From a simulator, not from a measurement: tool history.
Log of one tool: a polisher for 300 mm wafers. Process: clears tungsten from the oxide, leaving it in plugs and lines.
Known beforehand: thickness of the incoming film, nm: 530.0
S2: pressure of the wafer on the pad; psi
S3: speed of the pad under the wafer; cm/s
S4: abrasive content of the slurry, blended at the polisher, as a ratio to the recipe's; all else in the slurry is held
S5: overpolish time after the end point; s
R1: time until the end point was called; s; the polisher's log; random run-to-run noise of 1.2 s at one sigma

run 1 hour=0 | flow_of_slurry_(ml/min)=150 S2=2.3 S3=128 S4=1 S5=29 | R1=126.79
run 2 hour=7.8 | flow_of_slurry_(ml/min)=150 S2=2.5 S3=132 S4=1 S5=29 | R1=111.69
run 3 hour=15.5 | flow_of_slurry_(ml/min)=150 S2=2.7 S3=134 S4=1 S5=29 | R1=102.88
run 4 hour=17.5 | flow_of_slurry_(ml/min)=150 S2=2.8 S3=138 S4=1 S5=29 | R1=94.791
run 5 hour=25.7 | flow_of_slurry_(ml/min)=150 S2=2.9 S3=140 S4=1 S5=29 | R1=88.362
-- hour=27.5 head pressure recalibrated
run 6 hour=27.5 | flow_of_slurry_(ml/min)=150 S2=2.9 S3=120 S4=1 S5=29 | R1=99.179

What will run 7 give?
run 7 hour=31.8 | flow_of_slurry_(ml/min)=150 S2=3 S3=124 S4=1 S5=29 | R1=?

Run 7 measured R1 91.387 s.
